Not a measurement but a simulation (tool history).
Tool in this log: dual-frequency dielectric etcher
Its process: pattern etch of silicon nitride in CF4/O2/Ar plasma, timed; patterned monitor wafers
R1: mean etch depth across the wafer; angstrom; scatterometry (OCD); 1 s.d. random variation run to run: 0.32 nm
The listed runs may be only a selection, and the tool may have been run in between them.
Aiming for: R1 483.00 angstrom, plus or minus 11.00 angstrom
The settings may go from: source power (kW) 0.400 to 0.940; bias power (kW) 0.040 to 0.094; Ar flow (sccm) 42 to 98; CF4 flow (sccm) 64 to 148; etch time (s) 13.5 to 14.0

Run 1, hour 0.0: source power (kW) 0.670, bias power (kW) 0.067, Ar flow (sccm) 70, CF4 flow (sccm) 106, etch time (s) 13.5. Result: R1 405.05 angstrom.
Run 2, hour 5.7: source power (kW) 0.700, bias power (kW) 0.067, Ar flow (sccm) 70, CF4 flow (sccm) 106, etch time (s) 13.5. Result: R1 422.15 angstrom.
Run 3, hour 11.4: source power (kW) 0.720, bias power (kW) 0.067, Ar flow (sccm) 70, CF4 flow (sccm) 106, etch time (s) 13.5. Result: R1 431.67 angstrom.
Run 4, hour 13.7: source power (kW) 0.720, bias power (kW) 0.067, Ar flow (sccm) 70, CF4 flow (sccm) 117, etch time (s) 13.5. Result: R1 427.66 angstrom.
Run 5, hour 15.8: source power (kW) 0.720, bias power (kW) 0.073, Ar flow (sccm) 70, CF4 flow (sccm) 117, etch time (s) 13.5. Result: R1 438.33 angstrom.
Run 6, hour 22.0: source power (kW) 0.740, bias power (kW) 0.073, Ar flow (sccm) 70, CF4 flow (sccm) 117, etch time (s) 13.5. Result: R1 453.46 angstrom.
At hour 26.4: CF4 flow controller replaced.
Run 7, hour 26.4: source power (kW) 0.750, bias power (kW) 0.073, Ar flow (sccm) 70, CF4 flow (sccm) 117, etch time (s) 13.5. Result: R1 449.24 angstrom.
Run 8, hour 34.1: source power (kW) 0.770, bias power (kW) 0.073, Ar flow (sccm) 70, CF4 flow (sccm) 117, etch time (s) 13.5. Result: R1 460.96 angstrom.
Run 9, hour 35.2: source power (kW) 0.780, bias power (kW) 0.073, Ar flow (sccm) 70, CF4 flow (sccm) 117, etch time (s) 13.5. Result: R1 466.96 angstrom.
Run 10, hour 41.7: source power (kW) 0.790, bias power (kW) 0.073, Ar flow (sccm) 70, CF4 flow (sccm) 117, etch time (s) 13.5. Result: R1 468.13 angstrom.

4 candidate next runs follow, results not yet known. Just one meets every target within its allowed miss. Identify it.
Run A, hour 48.2: source power (kW) 0.750, bias power (kW) 0.070, Ar flow (sccm) 58, CF4 flow (sccm) 108, etch time (s) 13.5. Result: R1 ?.
Run B, hour 48.2: source power (kW) 0.730, bias power (kW) 0.071, Ar flow (sccm) 63, CF4 flow (sccm) 125, etch time (s) 13.5. Result: R1 ?.
Run C, hour 48.2: source power (kW) 0.770, bias power (kW) 0.072, Ar flow (sccm) 65, CF4 flow (sccm) 122, etch time (s) 14.0. Result: R1 ?.
Run D, hour 48.2: source power (kW) 0.750, bias power (kW) 0.075, Ar flow (sccm) 81, CF4 flow (sccm) 114, etch time (s) 13.5. Result: R1 ?.

move      R1
   A  448.59
   B  443.93
   C  478.91
   D  450.59
A: lands further from the targets than the last run did
B: lands further from the targets than the last run did
C: meets every target
D: lands further from the targets than the last run did
Correct choice: C, which meets every target

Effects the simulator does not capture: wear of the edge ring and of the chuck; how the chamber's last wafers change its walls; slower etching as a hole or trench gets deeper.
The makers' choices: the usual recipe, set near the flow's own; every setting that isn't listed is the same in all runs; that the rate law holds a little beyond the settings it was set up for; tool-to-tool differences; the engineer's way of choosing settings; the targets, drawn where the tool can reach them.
